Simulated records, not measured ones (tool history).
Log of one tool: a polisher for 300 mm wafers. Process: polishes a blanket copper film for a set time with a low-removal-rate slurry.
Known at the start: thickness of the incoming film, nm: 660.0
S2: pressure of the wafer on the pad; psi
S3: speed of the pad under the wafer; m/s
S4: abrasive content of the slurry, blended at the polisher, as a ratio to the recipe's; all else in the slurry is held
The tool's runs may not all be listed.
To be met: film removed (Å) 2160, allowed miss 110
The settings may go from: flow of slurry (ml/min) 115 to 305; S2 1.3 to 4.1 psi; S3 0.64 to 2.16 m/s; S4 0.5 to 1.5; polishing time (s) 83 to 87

{"run": 1, "day": 0.0, "flow of slurry (ml/min)": 195, "S2": 2.7, "S3": 1.4, "S4": 1, "polishing time (s)": 83, "film removed (Å)": 2792.1}
{"run": 2, "day": 0.283, "flow of slurry (ml/min)": 195, "S2": 2.7, "S3": 1.4, "S4": 1, "polishing time (s)": 87, "film removed (Å)": 3056.8}
{"run": 3, "day": 0.546, "flow of slurry (ml/min)": 195, "S2": 2.7, "S3": 1.4, "S4": 1, "polishing time (s)": 87, "film removed (Å)": 2917}
{"run": 4, "day": 0.85, "flow of slurry (ml/min)": 195, "S2": 2.6, "S3": 1.4, "S4": 1, "polishing time (s)": 87, "film removed (Å)": 2801.2}
{"run": 5, "day": 0.9, "flow of slurry (ml/min)": 195, "S2": 2.5, "S3": 1.4, "S4": 1, "polishing time (s)": 87, "film removed (Å)": 2745.9}
{"run": 6, "day": 1.258, "flow of slurry (ml/min)": 195, "S2": 2.4, "S3": 1.4, "S4": 1, "polishing time (s)": 87, "film removed (Å)": 2644.2}
{"run": 7, "day": 1.288, "flow of slurry (ml/min)": 195, "S2": 2.3, "S3": 1.4, "S4": 1, "polishing time (s)": 87, "film removed (Å)": 2514.7}
{"run": 8, "day": 1.604, "flow of slurry (ml/min)": 195, "S2": 2.2, "S3": 1.4, "S4": 1, "polishing time (s)": 87, "film removed (Å)": 2432}

Which of these 4 next moves meets every target?
{"run": "A", "day": 1.921, "flow of slurry (ml/min)": 225, "S2": 2.1, "S3": 1.66, "S4": 1.1, "polishing time (s)": 87, "film removed (Å)": "?"}
{"run": "B", "day": 1.921, "flow of slurry (ml/min)": 190, "S2": 2.1, "S3": 1.36, "S4": 1.1, "polishing time (s)": 83, "film removed (Å)": "?"}
{"run": "C", "day": 1.921, "flow of slurry (ml/min)": 165, "S2": 2.6, "S3": 1.42, "S4": 1, "polishing time (s)": 85, "film removed (Å)": "?"}
{"run": "D", "day": 1.921, "flow of slurry (ml/min)": 200, "S2": 2.4, "S3": 1.5, "S4": 1.1, "polishing time (s)": 87, "film removed (Å)": "?"}

move=A film_removed_(Å)=2749.3
move=B film_removed_(Å)=2147.2
move=C film_removed_(Å)=2673
move=D film_removed_(Å)=2811.9
A: further off than the last run
B: meets every target
C: further off than the last run
D: further off than the last run
Answer: B

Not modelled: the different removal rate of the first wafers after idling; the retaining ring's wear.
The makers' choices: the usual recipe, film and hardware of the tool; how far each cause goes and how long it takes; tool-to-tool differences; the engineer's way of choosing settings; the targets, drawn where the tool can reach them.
